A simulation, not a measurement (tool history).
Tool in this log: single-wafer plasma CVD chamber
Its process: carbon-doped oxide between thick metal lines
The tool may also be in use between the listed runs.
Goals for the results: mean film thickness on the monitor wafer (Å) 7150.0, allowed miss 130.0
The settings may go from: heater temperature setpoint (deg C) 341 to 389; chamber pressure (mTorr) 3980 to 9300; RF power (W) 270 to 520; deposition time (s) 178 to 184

| run | hour | heater temperature setpoint (deg C) | chamber pressure (mTorr) | RF power (W) | deposition time (s) | mean film thickness on the monitor wafer (Å) |
|---|---|---|---|---|---|---|
| 1 | 0.0 | 365 | 6640 | 395 | 178 | 8387.3 |
| 2 | 7.2 | 365 | 6640 | 445 | 178 | 8994.8 |
| 3 | 15.0 | 365 | 6640 | 490 | 178 | 9565.7 |
| 4 | 20.2 | 365 | 6640 | 490 | 178 | 9531.5 |
| 5 | 27.2 | 365 | 7120 | 490 | 178 | 9563.7 |
| 6 | 28.5 | 365 | 6530 | 490 | 178 | 9545.8 |
| 7 | 29.9 | 366 | 6470 | 470 | 178 | 9287.5 |
| 8 | 30.9 | 367 | 6450 | 450 | 178 | 9054.8 |
| 9 | 38.0 | 367 | 6450 | 430 | 178 | 8784.4 |
| 10 | 46.6 | 378 | 5270 | 365 | 178 | 7623.8 |
| 11 | 51.2 | 378 | 5220 | 360 | 178 | 7548.5 |
| 12 | 54.2 | 378 | 5170 | 355 | 178 | 7460.5 |
| 13 | 55.3 | 378 | 5170 | 355 | 178 | 7480.3 |

4 candidate next runs follow, results not yet known. Just one meets every target within its allowed miss. Identify it.
| A | 56.4 | 378 | 5590 | 305 | 178 | ? |
| B | 56.4 | 376 | 5950 | 305 | 182 | ? |
| C | 56.4 | 381 | 5760 | 375 | 179 | ? |
| D | 56.4 | 365 | 4630 | 360 | 180 | ? |

| move | mean film thickness on the monitor wafer (Å) |
|---|---|
| A | 6892.7 |
| B | 7119.2 |
| C | 7816.3 |
| D | 7773.0 |
A: moves the result that the last run missed by most past its target, out the other side
B: every result within its allowed miss
C: lands further from the targets than the last run did
D: lands further from the targets than the last run did
The move that meets every target is B.
